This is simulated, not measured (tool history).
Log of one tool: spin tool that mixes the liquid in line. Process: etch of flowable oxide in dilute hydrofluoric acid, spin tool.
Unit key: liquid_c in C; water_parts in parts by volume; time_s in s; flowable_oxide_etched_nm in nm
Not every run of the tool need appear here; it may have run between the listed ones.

run  hour  liquid_c  water_parts  time_s  flowable_oxide_etched_nm
  1   0.0      23.0           85      15                    7.2156
  2   7.5      25.5           75      15                    9.2109
  3  10.6      27.0           70      15                   10.4670
  4  15.3      28.0           65      15                   11.7820
  5  20.3      29.0           65      15                   12.1760
  6  24.9      26.0           65      15                   10.9080
  7  27.1      27.5           65      15                   11.5290
  8  33.6      28.5           65      15                   12.0710

Expected results for the next run?
  9  42.0      29.5           65      15                         ?

{"run 9": {"flowable_oxide_etched_nm": 12.634}}
